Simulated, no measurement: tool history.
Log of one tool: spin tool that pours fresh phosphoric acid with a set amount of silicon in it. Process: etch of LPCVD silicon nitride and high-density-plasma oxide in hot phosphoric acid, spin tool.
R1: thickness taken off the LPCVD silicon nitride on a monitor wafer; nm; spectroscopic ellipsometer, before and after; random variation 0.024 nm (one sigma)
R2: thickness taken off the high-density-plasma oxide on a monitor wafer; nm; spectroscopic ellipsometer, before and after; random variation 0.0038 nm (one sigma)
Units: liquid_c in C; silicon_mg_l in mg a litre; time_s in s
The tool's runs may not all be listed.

run 1 hour=0 | liquid_c=163 silicon_mg_l=24.5 time_s=180 | R1=15.037 R2=0.22604
run 2 hour=7.7 | liquid_c=163 silicon_mg_l=33 time_s=180 | R1=14.951 R2=0.13582
run 3 hour=10.7 | liquid_c=163 silicon_mg_l=45.5 time_s=180 | R1=14.993 R2=0.070824
run 4 hour=16.9 | liquid_c=162.5 silicon_mg_l=45 time_s=160 | R1=13.108 R2=0.056008
run 5 hour=19.7 | liquid_c=162 silicon_mg_l=43 time_s=145 | R1=11.628 R2=0.068001
run 6 hour=20.6 | liquid_c=161.5 silicon_mg_l=44 time_s=135 | R1=10.666 R2=0.049582
run 7 hour=24.2 | liquid_c=161 silicon_mg_l=43 time_s=125 | R1=9.796 R2=0.051172
run 8 hour=33.2 | liquid_c=160.5 silicon_mg_l=43 time_s=120 | R1=9.177 R2=0.035859
run 9 hour=35.9 | liquid_c=160 silicon_mg_l=41 time_s=115 | R1=8.6573 R2=0.040012
run 10 hour=43.7 | liquid_c=158 silicon_mg_l=40 time_s=80 | R1=5.6024 R2=0.027533
run 11 hour=46.4 | liquid_c=158.5 silicon_mg_l=40 time_s=80 | R1=5.7248 R2=0.032857
run 12 hour=54.9 | liquid_c=161 silicon_mg_l=50 time_s=105 | R1=8.1555 R2=0.039495
run 13 hour=56.4 | liquid_c=160.5 silicon_mg_l=48 time_s=105 | R1=8.0118 R2=0.031776
run 14 hour=58.3 | liquid_c=160 silicon_mg_l=46.5 time_s=105 | R1=7.9137 R2=0.032499
run 15 hour=59.5 | liquid_c=159.5 silicon_mg_l=45 time_s=105 | R1=7.7842 R2=0.033374

Run 16 comes next. What will it give?
run 16 hour=60.6 | liquid_c=159.5 silicon_mg_l=44 time_s=105 | R1=? R2=?

R1: 7.7318 nm
R2: 0.034264 nm

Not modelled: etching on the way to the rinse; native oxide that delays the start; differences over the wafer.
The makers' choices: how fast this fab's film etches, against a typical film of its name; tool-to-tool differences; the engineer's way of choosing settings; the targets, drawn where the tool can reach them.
